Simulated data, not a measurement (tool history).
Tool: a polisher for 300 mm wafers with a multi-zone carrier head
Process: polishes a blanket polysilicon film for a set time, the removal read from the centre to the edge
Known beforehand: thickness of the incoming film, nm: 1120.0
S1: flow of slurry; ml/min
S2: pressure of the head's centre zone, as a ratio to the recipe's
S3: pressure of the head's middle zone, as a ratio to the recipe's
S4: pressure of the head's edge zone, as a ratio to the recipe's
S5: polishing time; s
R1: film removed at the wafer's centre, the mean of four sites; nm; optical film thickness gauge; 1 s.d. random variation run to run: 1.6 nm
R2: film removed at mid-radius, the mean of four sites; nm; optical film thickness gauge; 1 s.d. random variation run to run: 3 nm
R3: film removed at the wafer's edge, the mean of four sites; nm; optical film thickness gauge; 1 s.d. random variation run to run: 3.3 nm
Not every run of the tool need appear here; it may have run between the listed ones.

Run 1, hour 0: S1 270 ml/min, S2 1, S3 1, S4 1, S5 66 s. Result: R1 359.19 nm, R2 364.14 nm, R3 372.93 nm.
Run 2, hour 7.2: S1 270 ml/min, S2 1, S3 0.97, S4 0.97, S5 60 s. Result: R1 329.34 nm, R2 326.85 nm, R3 331.03 nm.
Run 3, hour 8.6: S1 265 ml/min, S2 0.99, S3 0.93, S4 0.96, S5 55 s. Result: R1 296.25 nm, R2 293.7 nm, R3 310.95 nm.
Run 4, hour 17.2: S1 265 ml/min, S2 0.95, S3 0.93, S4 0.96, S5 55 s. Result: R1 292.83 nm, R2 292.99 nm, R3 301.36 nm.
Run 5, hour 18.2: S1 265 ml/min, S2 0.95, S3 0.93, S4 0.96, S5 46 s. Result: R1 245.81 nm, R2 241.89 nm, R3 252.95 nm.
Run 6, hour 20.5: S1 270 ml/min, S2 0.97, S3 0.91, S4 0.95, S5 45 s. Result: R1 243.95 nm, R2 234.71 nm, R3 243.59 nm.

Forecast run 7:
Run 7, hour 26.1: S1 270 ml/min, S2 0.98, S3 0.89, S4 0.95, S5 45 s. Result: R1 ?, R2 ?, R3 ?.

R1: 244.5 nm
R2: 227.08 nm
R3: 245.53 nm
